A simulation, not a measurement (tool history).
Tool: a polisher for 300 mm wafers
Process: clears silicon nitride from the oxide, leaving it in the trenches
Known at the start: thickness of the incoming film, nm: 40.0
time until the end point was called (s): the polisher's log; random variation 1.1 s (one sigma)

run  hour  flow of slurry (ml/min)  pressure of the wafer on the pad (psi)  speed of the pad under the wafer (cm/s)  overpolish time after the end point (s)  time until the end point was called (s)
  1   0.0                      250                                     2.3                                       76                                       42                                   83.090
  2   1.7                      250                                     2.8                                       76                                       42                                   72.553
  3   7.5                      250                                     2.5                                       76                                       42                                   78.918
  4  12.6                      250                                     2.1                                       76                                       42                                   91.633
  5  14.0                      250                                     2.1                                       76                                       46                                   92.179
  6  14.8                      250                                     2.3                                       78                                       46                                   79.676
  7  21.4                      250                                     2.4                                       78                                       46                                   80.438
  8  26.8                      250                                     2.5                                       80                                       46                                   75.880

What will run 9 give?
  9  32.9                      250                                     2.6                                       82                                       46                                        ?

Run 9 gave time until the end point was called (s) 73.549.
